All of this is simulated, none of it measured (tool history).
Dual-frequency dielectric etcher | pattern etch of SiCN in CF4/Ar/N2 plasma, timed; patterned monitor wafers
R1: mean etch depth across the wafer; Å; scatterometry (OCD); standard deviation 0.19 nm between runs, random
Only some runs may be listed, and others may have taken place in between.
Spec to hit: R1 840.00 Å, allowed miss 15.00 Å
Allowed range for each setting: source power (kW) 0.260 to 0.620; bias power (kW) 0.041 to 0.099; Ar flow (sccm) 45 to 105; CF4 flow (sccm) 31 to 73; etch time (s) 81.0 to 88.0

run 1 day=0.000 | source_power_(kW)=0.440 bias_power_(kW)=0.070 Ar_flow_(sccm)=75 CF4_flow_(sccm)=52 etch_time_(s)=88.0 | R1=714.73
run 2 day=0.329 | source_power_(kW)=0.440 bias_power_(kW)=0.060 Ar_flow_(sccm)=75 CF4_flow_(sccm)=52 etch_time_(s)=88.0 | R1=677.56
run 3 day=0.558 | source_power_(kW)=0.440 bias_power_(kW)=0.060 Ar_flow_(sccm)=75 CF4_flow_(sccm)=52 etch_time_(s)=88.0 | R1=677.48
run 4 day=0.846 | source_power_(kW)=0.470 bias_power_(kW)=0.060 Ar_flow_(sccm)=75 CF4_flow_(sccm)=52 etch_time_(s)=88.0 | R1=723.61
run 5 day=1.096 | source_power_(kW)=0.470 bias_power_(kW)=0.047 Ar_flow_(sccm)=75 CF4_flow_(sccm)=52 etch_time_(s)=88.0 | R1=674.87
run 6 day=1.125 | source_power_(kW)=0.470 bias_power_(kW)=0.054 Ar_flow_(sccm)=75 CF4_flow_(sccm)=52 etch_time_(s)=88.0 | R1=704.51
run 7 day=1.283 | source_power_(kW)=0.470 bias_power_(kW)=0.054 Ar_flow_(sccm)=75 CF4_flow_(sccm)=52 etch_time_(s)=88.0 | R1=702.76
run 8 day=1.450 | source_power_(kW)=0.500 bias_power_(kW)=0.054 Ar_flow_(sccm)=75 CF4_flow_(sccm)=52 etch_time_(s)=88.0 | R1=750.25
run 9 day=1.488 | source_power_(kW)=0.520 bias_power_(kW)=0.054 Ar_flow_(sccm)=75 CF4_flow_(sccm)=52 etch_time_(s)=88.0 | R1=782.99
run 10 day=1.788 | source_power_(kW)=0.530 bias_power_(kW)=0.054 Ar_flow_(sccm)=75 CF4_flow_(sccm)=52 etch_time_(s)=88.0 | R1=797.67
run 11 day=2.142 | source_power_(kW)=0.540 bias_power_(kW)=0.054 Ar_flow_(sccm)=75 CF4_flow_(sccm)=52 etch_time_(s)=88.0 | R1=813.27

Next run, 5 choices. One meets every target within its allowed miss, the rest don't. Which?
run A day=2.496 | source_power_(kW)=0.560 bias_power_(kW)=0.056 Ar_flow_(sccm)=69 CF4_flow_(sccm)=49 etch_time_(s)=86.5 | R1=?
run B day=2.496 | source_power_(kW)=0.580 bias_power_(kW)=0.045 Ar_flow_(sccm)=82 CF4_flow_(sccm)=51 etch_time_(s)=85.0 | R1=?
run C day=2.496 | source_power_(kW)=0.530 bias_power_(kW)=0.058 Ar_flow_(sccm)=68 CF4_flow_(sccm)=51 etch_time_(s)=82.5 | R1=?
run D day=2.496 | source_power_(kW)=0.550 bias_power_(kW)=0.053 Ar_flow_(sccm)=85 CF4_flow_(sccm)=55 etch_time_(s)=84.5 | R1=?
run E day=2.496 | source_power_(kW)=0.530 bias_power_(kW)=0.057 Ar_flow_(sccm)=80 CF4_flow_(sccm)=51 etch_time_(s)=85.0 | R1=?

move=A R1=843.87
move=B R1=780.42
move=C R1=777.07
move=D R1=777.30
move=E R1=768.46
A: each result inside its tolerance
B: misses by more than the last run did
C: misses by more than the last run did
D: misses by more than the last run did
E: misses by more than the last run did
A meets every target.
